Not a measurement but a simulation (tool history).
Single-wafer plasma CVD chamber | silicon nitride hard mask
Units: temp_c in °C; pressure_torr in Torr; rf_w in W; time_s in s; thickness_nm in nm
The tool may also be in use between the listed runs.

Run 1, hour 0: temp_c 390 °C, pressure_torr 1.58 Torr, rf_w 270 W, time_s 76.5 s. Result: thickness_nm 88.412 nm.
Run 2, hour 3.5: temp_c 390 °C, pressure_torr 1.77 Torr, rf_w 270 W, time_s 76.5 s. Result: thickness_nm 91.503 nm.
Run 3, hour 7.1: temp_c 390 °C, pressure_torr 1.62 Torr, rf_w 260 W, time_s 76.5 s. Result: thickness_nm 86.83 nm.
Run 4, hour 11: temp_c 390 °C, pressure_torr 1.62 Torr, rf_w 260 W, time_s 79 s. Result: thickness_nm 88.935 nm.
At hour 16.5: capacitance manometer re-zeroed and calibrated.
Run 5, hour 16.5: temp_c 394 °C, pressure_torr 1.62 Torr, rf_w 260 W, time_s 79 s. Result: thickness_nm 88.214 nm.
Run 6, hour 17.1: temp_c 395 °C, pressure_torr 1.5 Torr, rf_w 255 W, time_s 79 s. Result: thickness_nm 84.701 nm.

The next listed run, before its measurement:
Run 7, hour 24.7: temp_c 396 °C, pressure_torr 1.41 Torr, rf_w 255 W, time_s 79 s. Result: thickness_nm ?.

thickness_nm: 82.551 nm
